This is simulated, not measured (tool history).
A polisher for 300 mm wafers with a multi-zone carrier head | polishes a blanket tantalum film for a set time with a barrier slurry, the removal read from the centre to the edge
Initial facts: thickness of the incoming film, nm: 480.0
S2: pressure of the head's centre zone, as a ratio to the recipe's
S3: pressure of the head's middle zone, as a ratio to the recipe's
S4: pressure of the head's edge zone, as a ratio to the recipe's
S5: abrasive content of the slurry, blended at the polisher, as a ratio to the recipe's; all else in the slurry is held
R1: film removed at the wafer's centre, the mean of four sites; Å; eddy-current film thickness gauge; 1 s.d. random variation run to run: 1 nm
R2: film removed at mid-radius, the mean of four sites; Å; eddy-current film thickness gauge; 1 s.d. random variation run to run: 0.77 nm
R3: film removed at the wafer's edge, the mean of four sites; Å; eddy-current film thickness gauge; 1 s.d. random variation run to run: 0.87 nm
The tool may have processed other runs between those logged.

{"run": 1, "day": 0.0, "flow of slurry (ml/min)": 165, "S2": 1, "S3": 1, "S4": 1, "S5": 1, "polishing time (s)": 44, "R1": 794.03, "R2": 824.74, "R3": 805.86}
{"run": 2, "day": 0.317, "flow of slurry (ml/min)": 155, "S2": 1.01, "S3": 0.95, "S4": 1.01, "S5": 1, "polishing time (s)": 44, "R1": 827.64, "R2": 765.52, "R3": 800.29}
{"run": 3, "day": 0.367, "flow of slurry (ml/min)": 155, "S2": 1.01, "S3": 0.95, "S4": 1.01, "S5": 0.85, "polishing time (s)": 44, "R1": 779.73, "R2": 735.34, "R3": 752.65}
{"run": 4, "day": 0.65, "flow of slurry (ml/min)": 155, "S2": 1.01, "S3": 0.95, "S4": 0.98, "S5": 0.85, "polishing time (s)": 44, "R1": 751.14, "R2": 742.61, "R3": 745.68}
{"run": 5, "day": 0.754, "flow of slurry (ml/min)": 155, "S2": 1.01, "S3": 0.95, "S4": 0.98, "S5": 0.85, "polishing time (s)": 37, "R1": 619.39, "R2": 620.02, "R3": 625.36}
{"run": 6, "day": 0.883, "flow of slurry (ml/min)": 170, "S2": 0.99, "S3": 0.95, "S4": 1.04, "S5": 0.95, "polishing time (s)": 37, "R1": 650.41, "R2": 660.53, "R3": 664.59}
{"run": 7, "day": 1.05, "flow of slurry (ml/min)": 160, "S2": 0.98, "S3": 0.93, "S4": 1.07, "S5": 1.1, "polishing time (s)": 37, "R1": 683.58, "R2": 664.81, "R3": 717.71}
{"run": 8, "day": 1.342, "flow of slurry (ml/min)": 160, "S2": 0.99, "S3": 0.92, "S4": 1.09, "S5": 1.15, "polishing time (s)": 37, "R1": 708.28, "R2": 653.33, "R3": 738.28}
{"run": 9, "day": 1.65, "flow of slurry (ml/min)": 165, "S2": 1, "S3": 0.92, "S4": 1.11, "S5": 1.2, "polishing time (s)": 37, "R1": 717.22, "R2": 663.68, "R3": 738.26}
{"run": 10, "day": 1.854, "flow of slurry (ml/min)": 165, "S2": 1, "S3": 0.91, "S4": 1.11, "S5": 1.25, "polishing time (s)": 37, "R1": 715.47, "R2": 669.32, "R3": 751.2}

Forecast run 11:
{"run": 11, "day": 2.183, "flow of slurry (ml/min)": 160, "S2": 1.01, "S3": 0.91, "S4": 1.12, "S5": 1.3, "polishing time (s)": 37, "R1": "?", "R2": "?", "R3": "?"}

{"run 11": {"R1": 730.35, "R2": 671.21, "R3": 770.37}}
